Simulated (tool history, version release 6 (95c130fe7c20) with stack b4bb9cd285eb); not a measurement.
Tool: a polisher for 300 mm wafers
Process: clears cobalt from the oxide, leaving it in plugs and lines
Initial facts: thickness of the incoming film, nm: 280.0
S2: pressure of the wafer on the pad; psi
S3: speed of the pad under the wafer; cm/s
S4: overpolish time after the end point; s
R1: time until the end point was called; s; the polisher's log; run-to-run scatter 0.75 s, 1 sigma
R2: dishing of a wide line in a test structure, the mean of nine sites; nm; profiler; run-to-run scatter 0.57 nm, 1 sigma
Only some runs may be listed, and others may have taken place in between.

run 1 day=0 | flow_of_slurry_(ml/min)=300 S2=1.5 S3=82 S4=30 | R1=94.57 R2=43.567
run 2 day=0.075 | flow_of_slurry_(ml/min)=300 S2=1.6 S3=82 S4=26 | R1=87.21 R2=40.723
run 3 day=0.104 | flow_of_slurry_(ml/min)=300 S2=1.6 S3=92 S4=26 | R1=80.056 R2=44.475
run 4 day=0.212 | flow_of_slurry_(ml/min)=300 S2=1.9 S3=92 S4=26 | R1=68.32 R2=48.639
run 5 day=0.575 | flow_of_slurry_(ml/min)=230 S2=1.9 S3=92 S4=26 | R1=69.488 R2=45.59
run 6 day=0.688 | flow_of_slurry_(ml/min)=180 S2=1.9 S3=92 S4=26 | R1=71.431 R2=46.782
run 7 day=0.804 | flow_of_slurry_(ml/min)=185 S2=1.9 S3=92 S4=23 | R1=72.923 R2=45.107
run 8 day=1.012 | flow_of_slurry_(ml/min)=220 S2=1.9 S3=92 S4=20 | R1=69.633 R2=40.487
run 9 day=1.296 | flow_of_slurry_(ml/min)=220 S2=1.9 S3=92 S4=19 | R1=70.478 R2=40.242

Forecast run 10:
run 10 day=1.462 | flow_of_slurry_(ml/min)=220 S2=1.9 S3=92 S4=18 | R1=? R2=?

Run 10 produced R1 69.313 s, R2 37.967 nm.

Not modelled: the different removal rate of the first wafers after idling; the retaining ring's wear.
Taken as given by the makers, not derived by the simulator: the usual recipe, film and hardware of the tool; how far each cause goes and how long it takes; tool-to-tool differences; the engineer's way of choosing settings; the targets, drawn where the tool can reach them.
